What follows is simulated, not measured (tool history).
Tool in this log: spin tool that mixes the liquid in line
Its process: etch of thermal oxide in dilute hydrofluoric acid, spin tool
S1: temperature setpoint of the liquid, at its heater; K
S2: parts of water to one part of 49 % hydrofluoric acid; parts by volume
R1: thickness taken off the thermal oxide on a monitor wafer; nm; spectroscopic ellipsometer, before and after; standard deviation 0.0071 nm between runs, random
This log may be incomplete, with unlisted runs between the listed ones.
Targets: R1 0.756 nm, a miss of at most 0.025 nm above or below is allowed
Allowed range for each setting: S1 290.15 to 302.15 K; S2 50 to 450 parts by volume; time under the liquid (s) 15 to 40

run 1 day=0 | S1=294.15 S2=250 time_under_the_liquid_(s)=40 | R1=0.56963
run 2 day=0.1 | S1=292.65 S2=250 time_under_the_liquid_(s)=40 | R1=0.52759
run 3 day=0.15 | S1=293.65 S2=250 time_under_the_liquid_(s)=40 | R1=0.55055
run 4 day=0.275 | S1=295.65 S2=250 time_under_the_liquid_(s)=40 | R1=0.58815
run 5 day=0.558 | S1=296.15 S2=250 time_under_the_liquid_(s)=40 | R1=0.60224
run 6 day=0.775 | S1=296.15 S2=320 time_under_the_liquid_(s)=40 | R1=0.43888
run 7 day=0.833 | S1=296.65 S2=310 time_under_the_liquid_(s)=40 | R1=0.46167
run 8 day=1.029 | S1=297.15 S2=300 time_under_the_liquid_(s)=40 | R1=0.49469
run 9 day=1.142 | S1=297.65 S2=295 time_under_the_liquid_(s)=40 | R1=0.50729
run 10 day=1.412 | S1=298.15 S2=290 time_under_the_liquid_(s)=40 | R1=0.53343

Which of these 5 next moves meets every target?
run A day=1.683 | S1=299.15 S2=210 time_under_the_liquid_(s)=15 | R1=?
run B day=1.683 | S1=297.65 S2=235 time_under_the_liquid_(s)=40 | R1=?
run C day=1.683 | S1=295.15 S2=190 time_under_the_liquid_(s)=40 | R1=?
run D day=1.683 | S1=295.65 S2=205 time_under_the_liquid_(s)=40 | R1=?
run E day=1.683 | S1=301.15 S2=270 time_under_the_liquid_(s)=40 | R1=?

move=A R1=0.31106
move=B R1=0.68369
move=C R1=0.80801
move=D R1=0.75138
move=E R1=0.64748
A: its largest miss is bigger than the last run's
B: gains on the last run, yet a result remains outside its allowed miss
C: takes the result that was furthest off past its target
D: all results land within tolerance of their targets
E: gains on the last run, yet a result remains outside its allowed miss
So the answer is move D, the one that meets all the targets.
